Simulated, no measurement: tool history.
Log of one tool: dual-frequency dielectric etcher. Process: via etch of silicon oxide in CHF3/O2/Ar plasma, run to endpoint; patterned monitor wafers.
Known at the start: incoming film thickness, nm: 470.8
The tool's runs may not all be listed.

Run 1, hour 0: source power (W) 880, bias power (W) 185. Result: endpoint time (s) 220.61.
Run 2, hour 2.1: source power (W) 950, bias power (W) 185. Result: endpoint time (s) 216.44.
Run 3, hour 8.3: source power (W) 840, bias power (W) 170. Result: endpoint time (s) 232.03.
Run 4, hour 15.9: source power (W) 760, bias power (W) 164. Result: endpoint time (s) 240.67.
Run 5, hour 19.9: source power (W) 820, bias power (W) 164. Result: endpoint time (s) 235.58.
Run 6, hour 23.2: source power (W) 750, bias power (W) 158. Result: endpoint time (s) 246.23.

Forecast run 7:
Run 7, hour 26.1: source power (W) 750, bias power (W) 158. Result: endpoint time (s) ?.

{"run 7": {"endpoint time (s)": 245.22}}

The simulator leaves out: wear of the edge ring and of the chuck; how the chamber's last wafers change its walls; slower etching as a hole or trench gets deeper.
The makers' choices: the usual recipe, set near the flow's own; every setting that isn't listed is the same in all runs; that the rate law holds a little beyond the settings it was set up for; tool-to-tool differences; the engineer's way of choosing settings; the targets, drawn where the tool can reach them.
